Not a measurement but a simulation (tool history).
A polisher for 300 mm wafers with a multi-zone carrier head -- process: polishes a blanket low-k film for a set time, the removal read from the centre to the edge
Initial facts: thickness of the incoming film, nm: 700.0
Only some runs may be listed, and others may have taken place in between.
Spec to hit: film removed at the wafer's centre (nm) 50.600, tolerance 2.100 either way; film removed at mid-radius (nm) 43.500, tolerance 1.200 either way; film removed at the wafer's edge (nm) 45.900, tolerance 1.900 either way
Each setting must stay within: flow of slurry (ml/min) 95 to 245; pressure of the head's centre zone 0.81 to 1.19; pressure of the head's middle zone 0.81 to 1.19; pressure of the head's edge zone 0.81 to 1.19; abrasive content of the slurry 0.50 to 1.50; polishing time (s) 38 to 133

run  hour  flow of slurry (ml/min)  pressure of the head's centre zone  pressure of the head's middle zone  pressure of the head's edge zone  abrasive content of the slurry  polishing time (s)  film removed at the wafer's centre (nm)  film removed at mid-radius (nm)  film removed at the wafer's edge (nm)
  1   0.0                      155                                1.00                                1.00                              1.00                            1.00                  85                                   39.634                           37.783                                 40.021
  2   2.7                      155                                1.00                                1.00                              0.93                            1.00                  85                                   39.988                           37.908                                 38.186
  3   5.1                      155                                1.05                                1.00                              0.93                            1.00                  85                                   41.423                           37.417                                 38.238
  4  13.1                      155                                1.10                                1.00                              0.93                            1.00                  85                                   42.723                           37.590                                 37.088
  5  22.0                      155                                1.10                                1.00                              0.93                            0.90                  85                                   39.697                           35.426                                 34.859
  6  24.1                      155                                1.10                                1.00                              1.01                            0.90                  85                                   40.381                           34.940                                 37.154
  7  28.1                      175                                1.12                                1.03                              1.05                            0.95                  85                                   43.105                           37.634                                 39.381
  8  30.3                      190                                1.13                                1.04                              1.08                            1.00                  85                                   45.433                           40.053                                 41.995
  9  34.2                      200                                1.14                                1.04                              1.09                            1.00                  85                                   46.635                           40.009                                 41.560
 10  36.1                      205                                1.14                                1.05                              1.11                            1.05                  85                                   48.200                           41.660                                 43.881
 11  41.0                      205                                1.14                                1.05                              1.11                            1.05                  85                                   47.412                           41.496                                 44.412
 12  47.4                      215                                1.15                                1.05                              1.11                            1.05                  85                                   47.987                           41.652                                 43.967
 13  55.5                      215                                1.16                                1.06                              1.12                            1.05                  85                                   49.092                           41.445                                 44.332

Below are 4 possible settings for the next run. Only one of them brings all results inside the allowed miss of their targets. Which is it?
  A  63.6                      225                                1.18                                1.02                              1.19                            0.95                  88                                        ?                                ?                                      ?
  B  63.6                      220                                1.10                                1.07                              1.15                            1.10                  82                                        ?                                ?                                      ?
  C  63.6                      200                                1.15                                1.05                              1.11                            1.10                  87                                        ?                                ?                                      ?
  D  63.6                      235                                1.19                                1.00                              1.14                            1.20                  78                                        ?                                ?                                      ?

move  film removed at the wafer's centre (nm)  film removed at mid-radius (nm)  film removed at the wafer's edge (nm)
   A                                   48.933                           40.119                                 44.868
   B                                   45.918                           42.100                                 44.387
   C                                   50.292                           43.443                                 45.867
   D                                   49.741                           39.750                                 44.163
A: the biggest miss grows against the last run
B: the biggest miss grows against the last run
C: each result inside its tolerance
D: the biggest miss grows against the last run
C meets every target.

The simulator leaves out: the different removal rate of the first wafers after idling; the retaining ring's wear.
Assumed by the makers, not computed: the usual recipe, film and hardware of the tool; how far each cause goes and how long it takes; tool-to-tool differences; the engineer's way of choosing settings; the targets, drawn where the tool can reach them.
